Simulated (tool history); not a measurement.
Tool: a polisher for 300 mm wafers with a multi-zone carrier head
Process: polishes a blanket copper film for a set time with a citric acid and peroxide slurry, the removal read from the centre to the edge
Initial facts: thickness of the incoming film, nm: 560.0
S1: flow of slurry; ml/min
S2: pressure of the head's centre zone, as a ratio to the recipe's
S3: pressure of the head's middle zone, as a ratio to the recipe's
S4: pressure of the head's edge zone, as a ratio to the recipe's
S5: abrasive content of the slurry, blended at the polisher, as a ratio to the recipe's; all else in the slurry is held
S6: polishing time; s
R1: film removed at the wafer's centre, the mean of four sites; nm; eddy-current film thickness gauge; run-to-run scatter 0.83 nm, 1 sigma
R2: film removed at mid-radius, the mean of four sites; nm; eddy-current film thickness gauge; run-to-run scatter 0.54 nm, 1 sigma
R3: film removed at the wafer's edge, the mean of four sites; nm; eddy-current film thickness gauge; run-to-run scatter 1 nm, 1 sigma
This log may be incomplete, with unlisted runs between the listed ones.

run,hour,S1,S2,S3,S4,S5,S6,R1,R2,R3
1,0,275,1,1,1,1,39,67.266,64.875,65.44
2,2,275,1,1,0.97,1,39,65.62,65.399,62.464
3,5.2,275,0.95,1,0.97,1,39,62.845,65.633,63.45
4,11,285,0.98,1.02,0.98,1.05,39,65.603,67.587,64.945
5,13.6,285,0.91,1.02,0.98,1.05,39,60.65,67.168,64.729
6,16.9,285,0.91,1.02,0.95,1.05,39,61.164,68.055,65.213
7,21.6,295,0.94,1.03,0.96,1.1,39,63.565,68.18,66.115
8,27.1,295,0.97,1.05,0.95,1.15,40,67.225,71.202,66.514
9,33.4,300,0.99,1.06,0.96,1.2,40,69.656,73.765,67.77
10,34.7,305,1.01,1.07,0.98,1.25,40,72.957,73.894,70.746
11,38.5,360,1.11,1.17,0.91,1.5,41,86.663,84.971,71.579

Expected results for the next run?
12,39.4,360,1.11,1.17,0.92,1.5,41,?,?,?

Run 12 came out at R1 85.607 nm, R2 84.263 nm, R3 71.639 nm.

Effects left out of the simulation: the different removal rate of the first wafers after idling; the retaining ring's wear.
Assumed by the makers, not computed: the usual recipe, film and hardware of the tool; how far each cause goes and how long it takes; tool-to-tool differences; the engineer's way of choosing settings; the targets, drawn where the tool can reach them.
